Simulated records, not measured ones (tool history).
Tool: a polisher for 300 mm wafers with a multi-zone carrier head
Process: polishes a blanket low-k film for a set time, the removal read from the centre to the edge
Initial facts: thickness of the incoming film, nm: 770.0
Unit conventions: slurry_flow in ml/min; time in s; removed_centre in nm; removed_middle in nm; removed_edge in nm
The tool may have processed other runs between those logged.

| run | hour | slurry_flow | centre_zone | middle_zone | edge_zone | slurry_solids | time | removed_centre | removed_middle | removed_edge |
|---|---|---|---|---|---|---|---|---|---|---|
| 1 | 0.0 | 230 | 1.00 | 1.00 | 1.00 | 1.00 | 55 | 20.753 | 21.109 | 21.060 |
| 2 | 7.1 | 230 | 1.00 | 1.00 | 1.00 | 0.90 | 55 | 20.050 | 20.174 | 20.102 |
| 3 | 8.9 | 230 | 0.98 | 0.98 | 0.96 | 0.75 | 55 | 18.640 | 18.430 | 18.617 |
| 4 | 12.4 | 225 | 0.97 | 0.98 | 0.93 | 0.65 | 55 | 17.731 | 17.699 | 17.351 |
| 5 | 17.6 | 220 | 0.96 | 0.97 | 0.91 | 0.60 | 55 | 17.177 | 16.658 | 17.147 |
| 6 | 21.9 | 245 | 0.96 | 0.97 | 0.91 | 0.60 | 55 | 17.245 | 17.329 | 16.959 |
| 7 | 29.1 | 240 | 0.96 | 0.97 | 0.89 | 0.55 | 55 | 16.643 | 16.470 | 16.483 |
| 8 | 37.6 | 240 | 0.96 | 0.98 | 0.88 | 0.55 | 55 | 16.409 | 16.945 | 16.264 |

Run 9 has not been measured yet. What should we expect?
| 9 | 40.1 | 235 | 0.96 | 0.97 | 0.87 | 0.55 | 55 | ? | ? | ? |

Run 9 measured removed_centre 16.886 nm, removed_middle 16.845 nm, removed_edge 15.664 nm.

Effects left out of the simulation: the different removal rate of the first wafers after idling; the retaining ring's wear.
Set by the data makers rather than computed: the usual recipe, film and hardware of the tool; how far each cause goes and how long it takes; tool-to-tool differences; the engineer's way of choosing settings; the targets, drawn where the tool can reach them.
